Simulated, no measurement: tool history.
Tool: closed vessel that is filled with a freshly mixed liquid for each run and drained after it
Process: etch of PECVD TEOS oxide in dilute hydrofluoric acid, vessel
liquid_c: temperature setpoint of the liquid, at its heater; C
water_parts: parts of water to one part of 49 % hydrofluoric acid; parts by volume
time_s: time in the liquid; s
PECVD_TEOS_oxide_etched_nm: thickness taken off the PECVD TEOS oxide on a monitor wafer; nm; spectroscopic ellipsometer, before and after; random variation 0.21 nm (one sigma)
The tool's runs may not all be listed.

{"run": 1, "day": 0.0, "liquid_c": 24, "water_parts": 55, "time_s": 35, "PECVD_TEOS_oxide_etched_nm": 17.321}
{"run": 2, "day": 0.067, "liquid_c": 24, "water_parts": 55, "time_s": 30, "PECVD_TEOS_oxide_etched_nm": 15.119}
{"run": 3, "day": 0.438, "liquid_c": 26.5, "water_parts": 55, "time_s": 30, "PECVD_TEOS_oxide_etched_nm": 16.342}
{"run": 4, "day": 0.704, "liquid_c": 28, "water_parts": 50, "time_s": 30, "PECVD_TEOS_oxide_etched_nm": 19.45}
{"run": 5, "day": 0.908, "liquid_c": 29, "water_parts": 50, "time_s": 30, "PECVD_TEOS_oxide_etched_nm": 20.296}
{"run": 6, "day": 1.154, "liquid_c": 29, "water_parts": 60, "time_s": 30, "PECVD_TEOS_oxide_etched_nm": 16.641}
{"run": 7, "day": 1.504, "liquid_c": 30, "water_parts": 55, "time_s": 30, "PECVD_TEOS_oxide_etched_nm": 18.691}

Forecast run 8:
{"run": 8, "day": 1.829, "liquid_c": 30.5, "water_parts": 55, "time_s": 30, "PECVD_TEOS_oxide_etched_nm": "?"}

Run 8 gave PECVD_TEOS_oxide_etched_nm 19.783 nm.

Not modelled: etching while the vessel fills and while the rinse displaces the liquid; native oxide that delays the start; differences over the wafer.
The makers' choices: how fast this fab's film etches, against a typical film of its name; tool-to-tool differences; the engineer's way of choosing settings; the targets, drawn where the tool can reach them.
